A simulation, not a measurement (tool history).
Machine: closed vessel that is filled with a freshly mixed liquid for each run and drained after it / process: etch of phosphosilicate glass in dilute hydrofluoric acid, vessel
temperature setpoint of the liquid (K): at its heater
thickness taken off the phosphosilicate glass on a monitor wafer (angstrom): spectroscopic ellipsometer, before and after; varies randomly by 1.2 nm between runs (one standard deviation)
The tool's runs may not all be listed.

run  hour  temperature setpoint of the liquid (K)  parts of water to one part of 49 % hydrofluoric acid (parts by volume)  time in the liquid (s)  thickness taken off the phosphosilicate glass on a monitor wafer (angstrom)
  1     0                                  294.15                                                                      75                     105                                                                       1164.9
  2   6.8                                  295.65                                                                      75                     105                                                                       1236.2
  3   7.8                                  296.65                                                                      75                     105                                                                       1287.1
  4   8.9                                  296.65                                                                      75                     105                                                                         1309
  5  13.2                                  299.65                                                                      75                     105                                                                       1453.2
  6  13.8                                  300.15                                                                      75                     105                                                                       1485.7

For run 7, what comes out?
  7  19.7                                  300.65                                                                      75                     105                                                                            ?

For run 7 the tool returned thickness taken off the phosphosilicate glass on a monitor wafer (angstrom) 1499.3.

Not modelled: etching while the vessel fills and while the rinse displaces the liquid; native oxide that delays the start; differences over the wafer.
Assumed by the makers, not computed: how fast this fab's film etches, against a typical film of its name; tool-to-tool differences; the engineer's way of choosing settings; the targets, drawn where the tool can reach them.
